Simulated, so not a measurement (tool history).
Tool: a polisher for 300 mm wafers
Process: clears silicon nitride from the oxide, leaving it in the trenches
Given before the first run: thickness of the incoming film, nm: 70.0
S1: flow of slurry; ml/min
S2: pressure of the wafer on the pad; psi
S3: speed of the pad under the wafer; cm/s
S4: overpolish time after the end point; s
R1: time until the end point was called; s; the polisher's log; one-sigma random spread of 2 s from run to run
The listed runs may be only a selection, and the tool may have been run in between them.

run 1 hour=0 | S1=175 S2=2 S3=102 S4=42 | R1=97.416
run 2 hour=2.9 | S1=175 S2=2 S3=126 S4=42 | R1=77.763
run 3 hour=5.4 | S1=175 S2=2 S3=116 S4=42 | R1=82.492
run 4 hour=7.5 | S1=175 S2=1.9 S3=116 S4=42 | R1=88.373
run 5 hour=10.9 | S1=175 S2=1.8 S3=116 S4=42 | R1=93.192
run 6 hour=15.8 | S1=175 S2=1.8 S3=132 S4=42 | R1=83.262
run 7 hour=20.9 | S1=175 S2=1.7 S3=132 S4=42 | R1=88.2
run 8 hour=24.4 | S1=175 S2=1.6 S3=132 S4=42 | R1=90.396
run 9 hour=31.2 | S1=175 S2=1.6 S3=132 S4=42 | R1=90.708

Run 10 comes next. What will it give?
run 10 hour=33.7 | S1=175 S2=1.5 S3=130 S4=42 | R1=?

{"run 10": {"R1": 99.506}}
